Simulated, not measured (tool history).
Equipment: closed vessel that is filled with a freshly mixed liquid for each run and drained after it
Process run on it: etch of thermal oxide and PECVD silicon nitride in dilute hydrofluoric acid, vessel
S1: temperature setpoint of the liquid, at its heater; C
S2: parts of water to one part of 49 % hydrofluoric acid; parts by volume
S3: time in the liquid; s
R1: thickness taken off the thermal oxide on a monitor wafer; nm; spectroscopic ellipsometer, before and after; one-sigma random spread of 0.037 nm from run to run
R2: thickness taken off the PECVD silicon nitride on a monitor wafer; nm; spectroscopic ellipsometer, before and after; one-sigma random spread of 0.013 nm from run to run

{"run": 1, "hour": 0.0, "S1": 22, "S2": 60, "S3": 140, "R1": 11.447, "R2": 7.6005}
{"run": 2, "hour": 6.5, "S1": 22, "S2": 65, "S3": 140, "R1": 10.51, "R2": 7.0359}
{"run": 3, "hour": 13.5, "S1": 22, "S2": 80, "S3": 140, "R1": 8.4149, "R2": 5.7242}
{"run": 4, "hour": 16.4, "S1": 22, "S2": 85, "S3": 140, "R1": 7.8457, "R2": 5.3988}
{"run": 5, "hour": 19.6, "S1": 22, "S2": 90, "S3": 140, "R1": 7.4158, "R2": 5.0908}
{"hour": 28.0, "done": "hydrofluoric acid flow meter replaced"}
{"run": 6, "hour": 28.0, "S1": 22, "S2": 80, "S3": 140, "R1": 7.6364, "R2": 5.202}

The next listed run, before its measurement:
{"run": 7, "hour": 33.0, "S1": 22, "S2": 85, "S3": 140, "R1": "?", "R2": "?"}

{"run 7": {"R1": 7.0085, "R2": 4.9146}}

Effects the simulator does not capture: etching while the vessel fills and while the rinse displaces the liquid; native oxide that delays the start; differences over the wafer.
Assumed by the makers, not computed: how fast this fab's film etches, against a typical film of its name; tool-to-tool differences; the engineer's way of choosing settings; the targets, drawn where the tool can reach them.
